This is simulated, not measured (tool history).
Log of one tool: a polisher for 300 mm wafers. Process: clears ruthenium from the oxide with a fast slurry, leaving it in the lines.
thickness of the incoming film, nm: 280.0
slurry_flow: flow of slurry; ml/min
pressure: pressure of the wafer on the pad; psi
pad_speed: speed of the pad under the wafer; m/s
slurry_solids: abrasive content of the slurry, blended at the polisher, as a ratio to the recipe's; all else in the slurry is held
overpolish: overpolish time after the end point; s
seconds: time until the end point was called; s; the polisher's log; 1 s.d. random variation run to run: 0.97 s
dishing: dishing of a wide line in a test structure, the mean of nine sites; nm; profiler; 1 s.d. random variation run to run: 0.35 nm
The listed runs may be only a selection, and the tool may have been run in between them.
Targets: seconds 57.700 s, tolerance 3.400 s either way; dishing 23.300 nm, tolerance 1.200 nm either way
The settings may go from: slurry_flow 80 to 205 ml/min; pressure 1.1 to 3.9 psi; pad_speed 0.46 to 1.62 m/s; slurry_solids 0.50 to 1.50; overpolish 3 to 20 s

Run 1, day 0.000: slurry_flow 135 ml/min, pressure 2.5 psi, pad_speed 1.04 m/s, slurry_solids 1.00, overpolish 10 s. Result: seconds 73.545 s, dishing 25.049 nm.
Run 2, day 0.188: slurry_flow 135 ml/min, pressure 2.2 psi, pad_speed 1.04 m/s, slurry_solids 1.00, overpolish 10 s. Result: seconds 81.060 s, dishing 23.721 nm.
Run 3, day 0.267: slurry_flow 135 ml/min, pressure 2.2 psi, pad_speed 1.04 m/s, slurry_solids 1.15, overpolish 10 s. Result: seconds 78.592 s, dishing 24.405 nm.
Run 4, day 0.396: slurry_flow 135 ml/min, pressure 2.2 psi, pad_speed 1.04 m/s, slurry_solids 1.00, overpolish 10 s. Result: seconds 82.101 s, dishing 23.464 nm.
Run 5, day 0.546: slurry_flow 135 ml/min, pressure 2.2 psi, pad_speed 1.04 m/s, slurry_solids 1.00, overpolish 14 s. Result: seconds 83.559 s, dishing 30.120 nm.
Run 6, day 0.579: slurry_flow 135 ml/min, pressure 2.2 psi, pad_speed 1.14 m/s, slurry_solids 1.00, overpolish 14 s. Result: seconds 74.247 s, dishing 32.025 nm.
Run 7, day 0.879: slurry_flow 135 ml/min, pressure 2.4 psi, pad_speed 1.16 m/s, slurry_solids 0.95, overpolish 12 s. Result: seconds 70.280 s, dishing 30.366 nm.
Run 8, day 1.025: slurry_flow 140 ml/min, pressure 2.5 psi, pad_speed 1.16 m/s, slurry_solids 0.95, overpolish 10 s. Result: seconds 65.518 s, dishing 27.243 nm.
Run 9, day 1.058: slurry_flow 145 ml/min, pressure 2.6 psi, pad_speed 1.16 m/s, slurry_solids 0.95, overpolish 9 s. Result: seconds 63.876 s, dishing 26.378 nm.
Run 10, day 1.129: slurry_flow 145 ml/min, pressure 2.7 psi, pad_speed 1.16 m/s, slurry_solids 0.95, overpolish 8 s. Result: seconds 61.478 s, dishing 24.113 nm.

Of the 4 settings listed for the next run, only one would bring every result within its allowed miss of target. Which one?
Run A, day 1.200: slurry_flow 150 ml/min, pressure 2.5 psi, pad_speed 1.04 m/s, slurry_solids 1.05, overpolish 9 s. Result: seconds ?, dishing ?.
Run B, day 1.200: slurry_flow 160 ml/min, pressure 2.9 psi, pad_speed 1.24 m/s, slurry_solids 0.75, overpolish 7 s. Result: seconds ?, dishing ?.
Run C, day 1.200: slurry_flow 160 ml/min, pressure 2.6 psi, pad_speed 1.16 m/s, slurry_solids 0.95, overpolish 8 s. Result: seconds ?, dishing ?.
Run D, day 1.200: slurry_flow 135 ml/min, pressure 2.8 psi, pad_speed 1.06 m/s, slurry_solids 1.10, overpolish 8 s. Result: seconds ?, dishing ?.

move  seconds  dishing
   A   73.739   24.564
   B   59.649   23.803
   C   65.289   24.641
   D   66.599   24.253
A: lands further from the targets than the last run did
B: all results land within tolerance of their targets
C: lands further from the targets than the last run did
D: lands further from the targets than the last run did
Move B is the one to make.
